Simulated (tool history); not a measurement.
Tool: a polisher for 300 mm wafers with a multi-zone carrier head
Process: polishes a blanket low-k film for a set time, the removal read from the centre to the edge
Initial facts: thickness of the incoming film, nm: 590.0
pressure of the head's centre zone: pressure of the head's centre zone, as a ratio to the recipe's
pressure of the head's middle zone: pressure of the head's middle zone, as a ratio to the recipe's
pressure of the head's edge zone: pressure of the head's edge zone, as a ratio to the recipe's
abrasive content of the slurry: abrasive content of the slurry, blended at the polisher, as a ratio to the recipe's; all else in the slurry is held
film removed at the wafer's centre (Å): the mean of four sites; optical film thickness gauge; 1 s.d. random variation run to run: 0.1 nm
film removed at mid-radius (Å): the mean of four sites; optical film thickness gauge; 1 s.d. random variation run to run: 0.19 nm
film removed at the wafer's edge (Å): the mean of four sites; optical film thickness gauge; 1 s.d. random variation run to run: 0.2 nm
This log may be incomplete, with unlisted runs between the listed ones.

| run | day | flow of slurry (ml/min) | pressure of the head's centre zone | pressure of the head's middle zone | pressure of the head's edge zone | abrasive content of the slurry | polishing time (s) | film removed at the wafer's centre (Å) | film removed at mid-radius (Å) | film removed at the wafer's edge (Å) |
|---|---|---|---|---|---|---|---|---|---|---|
| 1 | 0.000 | 290 | 1.00 | 1.00 | 1.00 | 1.00 | 56 | 272.540 | 272.78 | 278.15 |
| 2 | 0.317 | 285 | 0.95 | 0.99 | 0.96 | 0.85 | 51 | 210.530 | 224.06 | 217.64 |
| 3 | 0.458 | 235 | 0.95 | 0.99 | 0.96 | 0.85 | 51 | 207.010 | 212.13 | 214.44 |
| 4 | 0.567 | 305 | 0.95 | 0.99 | 0.96 | 0.85 | 51 | 209.590 | 218.68 | 214.26 |
| 5 | 0.933 | 300 | 0.91 | 0.97 | 0.95 | 0.75 | 51 | 184.170 | 190.66 | 190.35 |
| 6 | 1.150 | 295 | 0.88 | 0.98 | 0.96 | 0.70 | 50 | 161.420 | 177.08 | 173.87 |
| 7 | 1.521 | 295 | 0.86 | 0.97 | 0.95 | 0.70 | 50 | 156.470 | 175.09 | 177.74 |
| 8 | 1.812 | 280 | 0.85 | 0.99 | 0.89 | 0.50 | 48 | 91.792 | 105.21 | 100.14 |
| 9 | 2.000 | 325 | 0.85 | 0.99 | 0.93 | 0.50 | 48 | 92.681 | 105.92 | 105.00 |
| 10 | 2.196 | 275 | 0.86 | 1.00 | 0.97 | 0.55 | 48 | 110.010 | 128.13 | 124.05 |
| 11 | 2.383 | 195 | 0.90 | 0.99 | 1.07 | 0.50 | 48 | 92.910 | 100.16 | 107.04 |
| 12 | 2.462 | 265 | 0.90 | 1.00 | 1.07 | 0.55 | 48 | 113.740 | 125.90 | 128.81 |
| 13 | 2.825 | 310 | 0.90 | 1.00 | 1.08 | 0.55 | 48 | 117.260 | 127.55 | 131.31 |

For run 14, what comes out?
| 14 | 2.858 | 310 | 0.90 | 1.00 | 1.08 | 0.55 | 48 | ? | ? | ? |

Run 14 measured film removed at the wafer's centre (Å) 115.320, film removed at mid-radius (Å) 125.39, film removed at the wafer's edge (Å) 134.39.
